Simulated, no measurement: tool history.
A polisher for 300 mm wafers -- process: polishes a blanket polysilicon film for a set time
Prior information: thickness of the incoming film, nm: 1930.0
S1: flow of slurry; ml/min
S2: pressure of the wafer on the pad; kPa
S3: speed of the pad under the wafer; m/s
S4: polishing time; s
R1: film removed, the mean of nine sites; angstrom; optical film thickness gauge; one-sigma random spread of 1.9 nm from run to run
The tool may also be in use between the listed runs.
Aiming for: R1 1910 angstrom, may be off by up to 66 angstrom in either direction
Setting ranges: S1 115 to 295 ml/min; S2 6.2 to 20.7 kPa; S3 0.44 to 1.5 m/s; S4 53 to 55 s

run,hour,S1,S2,S3,S4,R1
1,0,190,13.1,0.96,53,2851.8
2,5.8,190,13.1,0.96,53,2845.5
3,10.4,190,11.7,0.96,53,2528.9
4,19.2,190,11,0.96,53,2394.3
5,23.9,150,11,0.96,53,2271.5
6,27.6,145,10.3,0.96,53,2122.3
7,30.2,140,10.3,0.96,53,2146.5
8,36.1,140,8.3,0.96,53,1711
9,41.4,145,8.3,0.96,53,1740.5
10,46.9,150,8.3,0.96,53,1746.8
11,54,155,8.3,0.96,53,1743.2
12,56.8,160,8.3,0.96,53,1763.1
13,57.8,165,8.3,0.96,53,1794.3
14,65.4,170,8.3,0.96,53,1797.2
15,66.2,175,8.3,0.96,53,1779
16,69.8,180,8.3,0.96,53,1819.7
17,71.6,185,8.3,0.96,53,1809.9
18,74.5,190,8.3,0.96,53,1811.2
# hour 80.9: head pressure recalibrated
19,80.9,195,9,0.96,53,1782
20,89.2,190,9,0.96,53,1797.4
21,98.1,185,9,0.96,53,1769.2

5 next moves are on the table. One of them brings every result within its allowed miss. Which?
A,107,190,9.7,0.94,55,?
B,107,125,10.3,0.88,53,?
C,107,215,10.3,0.78,53,?
D,107,165,8.3,0.98,53,?
E,107,205,8.3,0.98,54,?

move,R1
A,1952.1
B,1736.7
C,1708.3
D,1651.1
E,1741.3
A: in spec on every target
B: further off than the last run
C: further off than the last run
D: further off than the last run
E: further off than the last run
Correct choice: A, which meets every target
